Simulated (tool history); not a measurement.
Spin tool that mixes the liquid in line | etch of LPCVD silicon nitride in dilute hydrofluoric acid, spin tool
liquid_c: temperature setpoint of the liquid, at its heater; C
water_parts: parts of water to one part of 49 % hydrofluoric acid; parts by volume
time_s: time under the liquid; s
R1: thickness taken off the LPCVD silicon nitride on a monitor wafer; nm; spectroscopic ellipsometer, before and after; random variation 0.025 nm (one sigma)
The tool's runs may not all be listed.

Run 1, day 0: liquid_c 24 C, water_parts 75 parts by volume, time_s 265 s. Result: R1 1.3939 nm.
Run 2, day 0.246: liquid_c 27.5 C, water_parts 75 parts by volume, time_s 265 s. Result: R1 1.7932 nm.
Run 3, day 0.288: liquid_c 27 C, water_parts 80 parts by volume, time_s 265 s. Result: R1 1.6272 nm.
Run 4, day 0.604: liquid_c 27 C, water_parts 60 parts by volume, time_s 265 s. Result: R1 2.2273 nm.
Run 5, day 0.679: liquid_c 29 C, water_parts 60 parts by volume, time_s 265 s. Result: R1 2.4173 nm.
Run 6, day 0.758: liquid_c 29 C, water_parts 35 parts by volume, time_s 265 s. Result: R1 4.2592 nm.
Run 7, day 0.95: liquid_c 28 C, water_parts 40 parts by volume, time_s 265 s. Result: R1 3.737 nm.
Run 8, day 1.283: liquid_c 27.5 C, water_parts 45 parts by volume, time_s 265 s. Result: R1 3.1238 nm.
Run 9, day 1.6: liquid_c 27 C, water_parts 50 parts by volume, time_s 265 s. Result: R1 2.5195 nm.
Run 10, day 1.683: liquid_c 26 C, water_parts 55 parts by volume, time_s 265 s. Result: R1 2.2644 nm.
Run 11, day 1.929: liquid_c 25.5 C, water_parts 60 parts by volume, time_s 265 s. Result: R1 2.0152 nm.
Run 12, day 2.288: liquid_c 25 C, water_parts 65 parts by volume, time_s 265 s. Result: R1 1.7246 nm.
Run 13, day 2.333: liquid_c 24.5 C, water_parts 65 parts by volume, time_s 265 s. Result: R1 1.772 nm.
Run 14, day 2.592: liquid_c 24 C, water_parts 70 parts by volume, time_s 265 s. Result: R1 1.5044 nm.
Run 15, day 2.925: liquid_c 23.5 C, water_parts 70 parts by volume, time_s 265 s. Result: R1 1.4711 nm.
Run 16, day 3.212: liquid_c 23 C, water_parts 70 parts by volume, time_s 265 s. Result: R1 1.4576 nm.
Run 17, day 3.521: liquid_c 22.5 C, water_parts 75 parts by volume, time_s 265 s. Result: R1 1.4192 nm.
Run 18, day 3.817: liquid_c 22.5 C, water_parts 80 parts by volume, time_s 265 s. Result: R1 1.2005 nm.

Run 19 comes next. What will it give?
Run 19, day 4.142: liquid_c 22 C, water_parts 80 parts by volume, time_s 265 s. Result: R1 ?.

{"run 19": {"R1": 1.2032}}
